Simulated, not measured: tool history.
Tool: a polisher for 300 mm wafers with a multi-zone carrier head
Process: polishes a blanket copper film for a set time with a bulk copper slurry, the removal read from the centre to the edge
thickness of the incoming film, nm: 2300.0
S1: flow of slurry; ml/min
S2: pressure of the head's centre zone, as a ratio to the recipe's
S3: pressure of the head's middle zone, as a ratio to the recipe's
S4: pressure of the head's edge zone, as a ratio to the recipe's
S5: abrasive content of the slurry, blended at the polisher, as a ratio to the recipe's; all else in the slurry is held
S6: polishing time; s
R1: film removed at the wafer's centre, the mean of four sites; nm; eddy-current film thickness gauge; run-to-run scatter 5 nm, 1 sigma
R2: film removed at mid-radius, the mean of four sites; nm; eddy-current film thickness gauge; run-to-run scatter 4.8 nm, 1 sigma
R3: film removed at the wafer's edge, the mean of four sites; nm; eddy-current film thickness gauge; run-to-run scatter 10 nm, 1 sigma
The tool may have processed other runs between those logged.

run  hour   S1    S2    S3    S4    S5  S6      R1      R2      R3
  1   0.0  255  1.00  1.00  1.00  1.00  59  581.90  590.18  559.62
  2   3.4  255  0.93  1.00  1.00  1.00  59  549.98  591.54  558.37
  3   6.1  265  0.99  0.99  1.05  1.15  60  596.08  614.04  580.86
  4  14.6  250  1.02  0.96  1.08  1.25  63  653.49  631.73  652.93
  5  18.3  250  1.02  0.96  1.12  1.25  63  655.65  633.39  660.44
  6  25.6  255  1.05  0.96  1.13  1.30  63  669.72  625.78  657.65
  7  31.2  250  1.07  0.96  1.13  1.35  64  697.45  652.02  678.24

Expected results for the next run?
  8  34.8  255  1.09  0.96  1.14  1.40  65   ?   ?   ?

R1: 725.34 nm
R2: 659.39 nm
R3: 708.04 nm
